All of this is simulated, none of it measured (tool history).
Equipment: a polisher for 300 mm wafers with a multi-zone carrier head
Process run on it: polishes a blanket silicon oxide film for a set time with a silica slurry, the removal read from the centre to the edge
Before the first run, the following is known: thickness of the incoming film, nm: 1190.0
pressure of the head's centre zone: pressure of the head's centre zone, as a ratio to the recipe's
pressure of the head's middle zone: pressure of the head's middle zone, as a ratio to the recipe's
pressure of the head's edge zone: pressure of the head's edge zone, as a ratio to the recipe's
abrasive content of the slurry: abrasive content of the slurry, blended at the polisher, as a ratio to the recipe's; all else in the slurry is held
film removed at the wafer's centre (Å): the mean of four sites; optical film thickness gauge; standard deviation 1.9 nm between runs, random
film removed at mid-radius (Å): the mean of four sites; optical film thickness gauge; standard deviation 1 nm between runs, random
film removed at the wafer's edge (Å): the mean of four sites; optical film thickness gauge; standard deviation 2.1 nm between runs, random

run	day	flow of slurry (ml/min)	pressure of the head's centre zone	pressure of the head's middle zone	pressure of the head's edge zone	abrasive content of the slurry	polishing time (s)	film removed at the wafer's centre (Å)	film removed at mid-radius (Å)	film removed at the wafer's edge (Å)
1	0	135	1	1	1	1	53	1401.6	1365.7	1380.7
2	0.354	150	1.01	1.03	1.02	1	53	1428.9	1420.3	1447.5
3	0.517	150	1.01	1.03	1.02	1.1	53	1531.8	1490.8	1474.3
4	0.683	150	1.01	1.03	0.97	1.1	53	1514	1488.5	1468.1
5	0.912	160	1.02	1.06	0.96	1.1	53	1574	1531.9	1477.9
6	1.008	160	1.02	1.06	1	1.1	53	1544.6	1529.7	1493.4
7	1.275	170	1.02	1.08	0.99	1.1	53	1587	1577.9	1529.2
8	1.492	175	1.02	1.09	0.98	1.1	53	1608.5	1607.6	1503

The next listed run, before its measurement:
9	1.638	180	1.02	1.09	0.99	1.1	53	?	?	?

{"run 9": {"film removed at the wafer's centre (Å)": 1610.6, "film removed at mid-radius (Å)": 1609.9, "film removed at the wafer's edge (Å)": 1459.2}}
